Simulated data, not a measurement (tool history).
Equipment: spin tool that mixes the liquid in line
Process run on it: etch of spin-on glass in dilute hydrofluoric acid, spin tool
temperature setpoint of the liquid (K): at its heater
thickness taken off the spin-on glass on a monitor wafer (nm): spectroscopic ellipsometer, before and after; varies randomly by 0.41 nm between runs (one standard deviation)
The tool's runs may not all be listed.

run,day,temperature setpoint of the liquid (K),parts of water to one part of 49 % hydrofluoric acid (parts by volume),time under the liquid (s),thickness taken off the spin-on glass on a monitor wafer (nm)
1,0,295.15,120,115,27.76
2,0.35,296.15,110,115,31.089
3,0.383,298.15,110,115,34.06
4,0.596,300.15,110,115,36.825
5,0.875,300.65,105,115,39.483
6,1.175,301.15,100,115,42.382
7,1.258,301.65,95,115,46.286
8,1.404,301.65,90,115,48.178
9,1.604,301.65,90,115,48.995
10,1.7,303.15,60,115,80.538

Run 11 has not been measured yet. What should we expect?
# day 1.983: hydrofluoric acid flow meter replaced
11,1.983,302.15,60,115,?

thickness taken off the spin-on glass on a monitor wafer (nm): 72.945
